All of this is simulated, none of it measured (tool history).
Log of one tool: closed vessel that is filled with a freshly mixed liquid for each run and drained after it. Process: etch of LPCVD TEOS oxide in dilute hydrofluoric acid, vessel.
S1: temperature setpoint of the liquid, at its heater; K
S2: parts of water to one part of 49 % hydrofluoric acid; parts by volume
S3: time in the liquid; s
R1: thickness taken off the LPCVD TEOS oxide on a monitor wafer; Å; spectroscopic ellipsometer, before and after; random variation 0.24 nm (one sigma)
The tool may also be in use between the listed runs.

{"run": 1, "hour": 0.0, "S1": 297.15, "S2": 80, "S3": 220, "R1": 601.62}
{"run": 2, "hour": 7.4, "S1": 296.15, "S2": 80, "S3": 220, "R1": 581.83}
{"run": 3, "hour": 10.4, "S1": 298.15, "S2": 80, "S3": 220, "R1": 627.86}
{"run": 4, "hour": 18.4, "S1": 297.15, "S2": 80, "S3": 220, "R1": 602.31}
{"run": 5, "hour": 24.0, "S1": 295.15, "S2": 80, "S3": 220, "R1": 555.28}
{"run": 6, "hour": 26.5, "S1": 295.15, "S2": 80, "S3": 235, "R1": 596.69}
{"run": 7, "hour": 28.9, "S1": 294.15, "S2": 80, "S3": 235, "R1": 568.78}
{"run": 8, "hour": 33.2, "S1": 293.65, "S2": 80, "S3": 235, "R1": 562.35}
{"run": 9, "hour": 35.1, "S1": 293.15, "S2": 80, "S3": 235, "R1": 551.25}

What does the tool deliver on the next run?
{"run": 10, "hour": 36.5, "S1": 292.65, "S2": 80, "S3": 235, "R1": "?"}

Run 10 gave R1 536.58 Å.
